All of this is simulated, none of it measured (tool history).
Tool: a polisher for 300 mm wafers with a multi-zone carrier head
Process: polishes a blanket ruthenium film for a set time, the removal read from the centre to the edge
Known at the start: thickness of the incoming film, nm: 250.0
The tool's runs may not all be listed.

run,day,flow of slurry (ml/min),pressure of the head's centre zone,pressure of the head's middle zone,pressure of the head's edge zone,polishing time (s),film removed at the wafer's centre (Å),film removed at mid-radius (Å),film removed at the wafer's edge (Å)
1,0.000,230,1.00,1.00,1.00,52,422.55,407.61,396.83
2,0.062,175,1.00,1.00,1.00,52,406.48,401.32,393.68
3,0.171,175,1.00,1.00,0.95,52,404.59,410.68,381.39
4,0.217,175,1.00,1.00,0.95,61,468.51,476.48,448.08
5,0.392,180,1.03,1.02,0.97,62,491.33,490.46,463.49
6,0.758,190,1.06,1.04,0.98,63,520.04,511.04,470.57

Run 7 is up next; what results do you expect?
7,0.925,195,1.08,1.05,1.00,64,?,?,?

{"run 7": {"film removed at the wafer's centre (Å)": 537.7, "film removed at mid-radius (Å)": 519.56, "film removed at the wafer's edge (Å)": 490.06}}
